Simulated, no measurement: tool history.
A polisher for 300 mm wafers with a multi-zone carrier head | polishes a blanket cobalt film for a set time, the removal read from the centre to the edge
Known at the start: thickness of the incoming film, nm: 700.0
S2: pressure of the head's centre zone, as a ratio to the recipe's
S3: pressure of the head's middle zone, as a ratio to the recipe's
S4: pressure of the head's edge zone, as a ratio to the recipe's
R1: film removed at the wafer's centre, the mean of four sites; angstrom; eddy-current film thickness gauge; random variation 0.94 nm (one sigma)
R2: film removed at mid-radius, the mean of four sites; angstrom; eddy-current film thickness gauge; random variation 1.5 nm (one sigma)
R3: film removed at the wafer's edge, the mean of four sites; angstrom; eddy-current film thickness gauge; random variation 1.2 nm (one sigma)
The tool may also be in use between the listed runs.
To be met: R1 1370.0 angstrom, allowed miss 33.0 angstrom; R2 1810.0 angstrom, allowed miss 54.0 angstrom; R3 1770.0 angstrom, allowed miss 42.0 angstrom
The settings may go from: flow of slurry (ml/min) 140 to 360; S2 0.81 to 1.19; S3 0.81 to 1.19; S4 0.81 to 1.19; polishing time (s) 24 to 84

{"run": 1, "day": 0.0, "flow of slurry (ml/min)": 230, "S2": 1.0, "S3": 1.0, "S4": 1.0, "polishing time (s)": 54, "R1": 2066.4, "R2": 2102.4, "R3": 2130.0}
{"run": 2, "day": 0.288, "flow of slurry (ml/min)": 230, "S2": 1.03, "S3": 1.0, "S4": 1.0, "polishing time (s)": 54, "R1": 2100.9, "R2": 2065.8, "R3": 2128.2}
{"run": 3, "day": 0.638, "flow of slurry (ml/min)": 210, "S2": 0.97, "S3": 1.01, "S4": 1.03, "polishing time (s)": 51, "R1": 1845.8, "R2": 1928.9, "R3": 2002.5}
{"run": 4, "day": 0.671, "flow of slurry (ml/min)": 230, "S2": 0.97, "S3": 1.01, "S4": 1.03, "polishing time (s)": 51, "R1": 1899.4, "R2": 1981.8, "R3": 2044.1}
{"run": 5, "day": 0.712, "flow of slurry (ml/min)": 230, "S2": 0.97, "S3": 0.95, "S4": 1.03, "polishing time (s)": 51, "R1": 1880.3, "R2": 1837.2, "R3": 2026.0}
{"run": 6, "day": 0.967, "flow of slurry (ml/min)": 230, "S2": 0.97, "S3": 0.95, "S4": 1.03, "polishing time (s)": 43, "R1": 1582.1, "R2": 1603.4, "R3": 1707.6}
{"run": 7, "day": 1.175, "flow of slurry (ml/min)": 225, "S2": 0.92, "S3": 0.99, "S4": 1.05, "polishing time (s)": 43, "R1": 1499.5, "R2": 1647.6, "R3": 1724.3}
{"run": 8, "day": 1.433, "flow of slurry (ml/min)": 225, "S2": 0.89, "S3": 1.02, "S4": 1.06, "polishing time (s)": 43, "R1": 1461.9, "R2": 1670.3, "R3": 1733.4}
{"run": 9, "day": 1.675, "flow of slurry (ml/min)": 225, "S2": 0.87, "S3": 1.05, "S4": 1.07, "polishing time (s)": 43, "R1": 1428.5, "R2": 1718.7, "R3": 1721.7}
{"run": 10, "day": 1.821, "flow of slurry (ml/min)": 225, "S2": 0.86, "S3": 1.07, "S4": 1.09, "polishing time (s)": 43, "R1": 1417.8, "R2": 1749.0, "R3": 1763.3}

5 next moves are on the table. One of them brings every result within its allowed miss. Which?
{"run": "A", "day": 1.967, "flow of slurry (ml/min)": 225, "S2": 0.91, "S3": 1.04, "S4": 1.09, "polishing time (s)": 42, "R1": "?", "R2": "?", "R3": "?"}
{"run": "B", "day": 1.967, "flow of slurry (ml/min)": 360, "S2": 0.83, "S3": 1.1, "S4": 1.02, "polishing time (s)": 43, "R1": "?", "R2": "?", "R3": "?"}
{"run": "C", "day": 1.967, "flow of slurry (ml/min)": 200, "S2": 0.84, "S3": 1.12, "S4": 1.1, "polishing time (s)": 44, "R1": "?", "R2": "?", "R3": "?"}
{"run": "D", "day": 1.967, "flow of slurry (ml/min)": 215, "S2": 0.82, "S3": 1.01, "S4": 1.11, "polishing time (s)": 43, "R1": "?", "R2": "?", "R3": "?"}
{"run": "E", "day": 1.967, "flow of slurry (ml/min)": 295, "S2": 0.89, "S3": 1.01, "S4": 1.07, "polishing time (s)": 41, "R1": "?", "R2": "?", "R3": "?"}

move=A R1=1445.0 R2=1681.0 R3=1727.1
move=B R1=1424.0 R2=1897.5 R3=1774.9
move=C R1=1371.9 R2=1846.3 R3=1793.7
move=D R1=1322.6 R2=1669.4 R3=1777.1
move=E R1=1427.3 R2=1651.7 R3=1710.9
A: further off than the last run
B: further off than the last run
C: meets every target
D: takes the result that was furthest off past its target
E: further off than the last run
Move C is the one to make.
